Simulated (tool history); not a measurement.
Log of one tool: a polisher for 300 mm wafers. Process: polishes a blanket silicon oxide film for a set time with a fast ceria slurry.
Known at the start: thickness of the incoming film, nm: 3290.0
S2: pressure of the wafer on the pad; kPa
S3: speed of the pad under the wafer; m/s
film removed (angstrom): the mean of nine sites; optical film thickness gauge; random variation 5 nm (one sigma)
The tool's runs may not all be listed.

{"run": 1, "hour": 0.0, "flow of slurry (ml/min)": 125, "S2": 12.4, "S3": 1.04, "polishing time (s)": 46, "film removed (angstrom)": 5132.0}
{"run": 2, "hour": 5.4, "flow of slurry (ml/min)": 135, "S2": 13.1, "S3": 1.04, "polishing time (s)": 46, "film removed (angstrom)": 5467.2}
{"run": 3, "hour": 14.2, "flow of slurry (ml/min)": 135, "S2": 13.8, "S3": 1.04, "polishing time (s)": 46, "film removed (angstrom)": 5769.1}
{"run": 4, "hour": 15.2, "flow of slurry (ml/min)": 135, "S2": 15.2, "S3": 1.04, "polishing time (s)": 46, "film removed (angstrom)": 6361.0}
{"run": 5, "hour": 17.6, "flow of slurry (ml/min)": 135, "S2": 13.8, "S3": 1.04, "polishing time (s)": 46, "film removed (angstrom)": 5809.0}
{"run": 6, "hour": 20.2, "flow of slurry (ml/min)": 135, "S2": 13.8, "S3": 1.04, "polishing time (s)": 42, "film removed (angstrom)": 5248.1}

Forecast run 7:
{"run": 7, "hour": 22.8, "flow of slurry (ml/min)": 140, "S2": 14.5, "S3": 1.04, "polishing time (s)": 42, "film removed (angstrom)": "?"}

{"run 7": {"film removed (angstrom)": 5494.6}}

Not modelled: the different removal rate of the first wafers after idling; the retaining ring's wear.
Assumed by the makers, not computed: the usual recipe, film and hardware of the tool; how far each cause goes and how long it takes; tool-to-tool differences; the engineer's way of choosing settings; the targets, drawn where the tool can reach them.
